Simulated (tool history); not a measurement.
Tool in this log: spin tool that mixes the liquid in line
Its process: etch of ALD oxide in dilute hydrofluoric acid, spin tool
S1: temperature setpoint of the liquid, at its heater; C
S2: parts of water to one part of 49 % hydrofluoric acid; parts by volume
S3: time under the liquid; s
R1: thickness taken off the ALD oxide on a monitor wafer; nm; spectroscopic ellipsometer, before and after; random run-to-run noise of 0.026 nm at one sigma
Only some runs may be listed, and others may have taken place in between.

run    day    S1   S2  S3      R1
  1      0    21  265  35  2.4707
  2  0.192  22.5  235  35  3.0297
  3  0.529    24  215  35  3.5748
  4   0.65    25  200  35  4.0124
  5  0.875    26  185  35   4.606
  6  1.204    29  185  35   5.123
  7  1.442    29  175  35   5.527
  8  1.688    29  170  35  5.6775

Forecast run 9:
  9  2.029  29  165  35   ?

{"run 9": {"R1": 5.8857}}

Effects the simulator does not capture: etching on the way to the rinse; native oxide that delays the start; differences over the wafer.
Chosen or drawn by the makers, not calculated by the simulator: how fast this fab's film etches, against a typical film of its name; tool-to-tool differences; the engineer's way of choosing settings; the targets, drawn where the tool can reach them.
